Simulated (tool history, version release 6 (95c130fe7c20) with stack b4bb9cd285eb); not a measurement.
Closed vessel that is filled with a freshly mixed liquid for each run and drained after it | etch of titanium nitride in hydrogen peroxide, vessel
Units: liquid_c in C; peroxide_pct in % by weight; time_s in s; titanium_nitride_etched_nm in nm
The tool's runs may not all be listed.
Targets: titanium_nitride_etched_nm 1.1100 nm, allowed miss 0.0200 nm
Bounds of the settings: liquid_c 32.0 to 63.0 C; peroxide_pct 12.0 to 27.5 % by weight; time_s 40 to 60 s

Run 1, day 0.000: liquid_c 47.0 C, peroxide_pct 18.5 % by weight, time_s 60 s. Result: titanium_nitride_etched_nm 2.0571 nm.
Run 2, day 0.233: liquid_c 47.0 C, peroxide_pct 15.5 % by weight, time_s 60 s. Result: titanium_nitride_etched_nm 1.9752 nm.
Run 3, day 0.346: liquid_c 45.5 C, peroxide_pct 15.5 % by weight, time_s 60 s. Result: titanium_nitride_etched_nm 1.7742 nm.
Run 4, day 0.658: liquid_c 44.5 C, peroxide_pct 15.5 % by weight, time_s 60 s. Result: titanium_nitride_etched_nm 1.6512 nm.
Run 5, day 0.804: liquid_c 43.5 C, peroxide_pct 15.5 % by weight, time_s 60 s. Result: titanium_nitride_etched_nm 1.5279 nm.
Run 6, day 1.079: liquid_c 43.5 C, peroxide_pct 15.5 % by weight, time_s 60 s. Result: titanium_nitride_etched_nm 1.5134 nm.
Run 7, day 1.350: liquid_c 43.0 C, peroxide_pct 15.5 % by weight, time_s 60 s. Result: titanium_nitride_etched_nm 1.4614 nm.
Run 8, day 1.462: liquid_c 42.5 C, peroxide_pct 15.5 % by weight, time_s 60 s. Result: titanium_nitride_etched_nm 1.4036 nm.
Run 9, day 1.842: liquid_c 42.0 C, peroxide_pct 15.5 % by weight, time_s 60 s. Result: titanium_nitride_etched_nm 1.3694 nm.
Run 10, day 2.100: liquid_c 41.5 C, peroxide_pct 15.5 % by weight, time_s 60 s. Result: titanium_nitride_etched_nm 1.3035 nm.
Run 11, day 2.167: liquid_c 41.0 C, peroxide_pct 15.5 % by weight, time_s 60 s. Result: titanium_nitride_etched_nm 1.2608 nm.
Run 12, day 2.221: liquid_c 40.5 C, peroxide_pct 15.5 % by weight, time_s 60 s. Result: titanium_nitride_etched_nm 1.2146 nm.
Run 13, day 2.483: liquid_c 40.0 C, peroxide_pct 15.5 % by weight, time_s 60 s. Result: titanium_nitride_etched_nm 1.1675 nm.

Which of these 5 next moves meets every target?
Run A, day 2.746: liquid_c 39.5 C, peroxide_pct 19.0 % by weight, time_s 60 s. Result: titanium_nitride_etched_nm ?.
Run B, day 2.746: liquid_c 45.5 C, peroxide_pct 12.0 % by weight, time_s 40 s. Result: titanium_nitride_etched_nm ?.
Run C, day 2.746: liquid_c 42.0 C, peroxide_pct 20.5 % by weight, time_s 55 s. Result: titanium_nitride_etched_nm ?.
Run D, day 2.746: liquid_c 40.0 C, peroxide_pct 18.5 % by weight, time_s 60 s. Result: titanium_nitride_etched_nm ?.
Run E, day 2.746: liquid_c 40.0 C, peroxide_pct 14.0 % by weight, time_s 60 s. Result: titanium_nitride_etched_nm ?.

move  titanium_nitride_etched_nm
   A                      1.1663
   B                      1.1117
   C                      1.3159
   D                      1.2053
   E                      1.1363
A: as far off as the last run
B: meets every target
C: further off than the last run
D: further off than the last run
E: nearer than the last run, and not there yet
Answer: B

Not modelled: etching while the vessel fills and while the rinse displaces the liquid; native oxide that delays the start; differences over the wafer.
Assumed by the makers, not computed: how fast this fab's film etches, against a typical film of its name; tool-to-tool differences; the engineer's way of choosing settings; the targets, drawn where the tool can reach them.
